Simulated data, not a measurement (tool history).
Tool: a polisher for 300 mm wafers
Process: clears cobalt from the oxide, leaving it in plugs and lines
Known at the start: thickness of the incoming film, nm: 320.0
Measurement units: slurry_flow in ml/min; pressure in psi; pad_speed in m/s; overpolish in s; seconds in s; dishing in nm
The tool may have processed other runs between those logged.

run  hour  slurry_flow  pressure  pad_speed  overpolish  seconds  dishing
  1   0.0          250       1.8       1.24          18   67.399   47.825
  2   5.1          250       1.8       1.24          21   66.342   51.799
  3   8.0          250       1.8       1.24          19   66.900   48.754
  4  11.5          250       1.8       1.24          16   69.335   44.771
  5  15.7          250       1.8       1.24          15   67.762   43.352
  6  23.5          250       1.8       1.10          15   73.051   42.159
  7  24.5          250       2.0       1.14           7   65.982   27.384
  8  26.2          250       2.0       1.14           7   64.013   27.939
  9  35.0          250       1.9       1.20           8   64.850   29.595
 10  39.3          250       1.9       1.24           9   64.780   32.755
 11  41.3          250       1.9       1.26           9   60.548   33.268
 12  49.3          250       1.9       1.28           9   61.279   32.456
 13  56.6          250       1.9       1.30           9   63.119   33.979
 14  63.2          250       1.9       1.32           9   61.853   32.989
 15  67.2          250       1.9       1.32           9   62.158   33.822
 16  70.7          250       1.9       1.34           9   60.489   33.973

Estimate the outcome of run 17 from the log above:
 17  78.9          250       1.9       1.36           9        ?        ?

seconds: 60.592 s
dishing: 33.831 nm

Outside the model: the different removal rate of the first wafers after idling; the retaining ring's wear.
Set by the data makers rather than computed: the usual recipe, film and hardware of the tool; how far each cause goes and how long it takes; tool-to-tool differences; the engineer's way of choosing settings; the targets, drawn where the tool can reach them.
